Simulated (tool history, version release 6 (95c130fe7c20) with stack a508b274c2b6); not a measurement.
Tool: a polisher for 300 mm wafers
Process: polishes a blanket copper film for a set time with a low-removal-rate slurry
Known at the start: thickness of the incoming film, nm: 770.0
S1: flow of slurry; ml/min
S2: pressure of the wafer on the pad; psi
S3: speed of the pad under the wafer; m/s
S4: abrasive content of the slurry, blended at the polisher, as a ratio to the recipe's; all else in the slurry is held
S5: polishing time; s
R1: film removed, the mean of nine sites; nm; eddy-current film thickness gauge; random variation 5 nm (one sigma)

run	hour	S1	S2	S3	S4	S5	R1
1	0.0	190	2.0	1.14	1.0	105	257.89
2	8.7	190	2.1	1.14	1.0	105	262.58
3	13.2	215	2.1	1.14	1.0	105	265.12
4	16.3	170	2.1	1.14	1.0	105	255.79
5	20.7	170	2.1	1.30	1.0	105	294.93
6	28.4	195	2.1	1.30	1.0	105	298.50
7	33.7	195	2.1	1.30	1.0	105	306.59
8	36.5	195	2.2	1.30	1.0	105	307.78

Run 9 comes next. What will it give?
9	39.8	195	2.3	1.30	1.0	105	?

Run 9 gave R1 313.60 nm.

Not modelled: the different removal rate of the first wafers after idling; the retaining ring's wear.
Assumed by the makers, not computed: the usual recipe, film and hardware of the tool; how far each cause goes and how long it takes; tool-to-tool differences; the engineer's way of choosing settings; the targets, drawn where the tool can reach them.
